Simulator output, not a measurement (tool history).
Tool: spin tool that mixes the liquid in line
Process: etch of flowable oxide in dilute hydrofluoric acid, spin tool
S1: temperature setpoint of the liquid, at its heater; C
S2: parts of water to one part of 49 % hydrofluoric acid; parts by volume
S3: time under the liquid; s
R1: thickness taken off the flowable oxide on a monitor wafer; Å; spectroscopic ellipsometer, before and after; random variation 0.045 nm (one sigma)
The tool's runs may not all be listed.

| run | day | S1 | S2 | S3 | R1 |
|---|---|---|---|---|---|
| 1 | 0.000 | 24.0 | 120 | 20 | 57.027 |
| 2 | 0.325 | 23.0 | 120 | 20 | 55.924 |
| 3 | 0.700 | 22.0 | 120 | 20 | 52.445 |
| 4 | 0.792 | 21.5 | 120 | 20 | 51.092 |
| 5 | 1.150 | 21.0 | 120 | 20 | 50.767 |
| 6 | 1.492 | 21.0 | 145 | 20 | 40.286 |
| 7 | 1.729 | 21.5 | 145 | 20 | 41.569 |
| 8 | 1.808 | 22.0 | 145 | 20 | 42.028 |
| 9 | 1.917 | 22.5 | 145 | 20 | 43.212 |

The next listed run, before its measurement:
| 10 | 2.150 | 23.0 | 145 | 20 | ? |

R1: 43.223 Å
